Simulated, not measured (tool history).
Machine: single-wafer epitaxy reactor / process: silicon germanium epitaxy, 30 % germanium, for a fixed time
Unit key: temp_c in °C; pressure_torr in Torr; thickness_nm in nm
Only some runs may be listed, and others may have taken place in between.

run 1 hour=0 | temp_c=615 pressure_torr=19 | thickness_nm=78.441
run 2 hour=2.7 | temp_c=616 pressure_torr=19 | thickness_nm=78.772
run 3 hour=10.7 | temp_c=617 pressure_torr=19 | thickness_nm=80.234
run 4 hour=18.8 | temp_c=617 pressure_torr=20.2 | thickness_nm=81.672
run 5 hour=25.6 | temp_c=618 pressure_torr=20.2 | thickness_nm=82.773
run 6 hour=33.4 | temp_c=619 pressure_torr=20.2 | thickness_nm=84.173
run 7 hour=37.5 | temp_c=620 pressure_torr=20.2 | thickness_nm=85.68

What will run 8 give?
run 8 hour=42.1 | temp_c=622 pressure_torr=20.3 | thickness_nm=?

thickness_nm: 88.787 nm
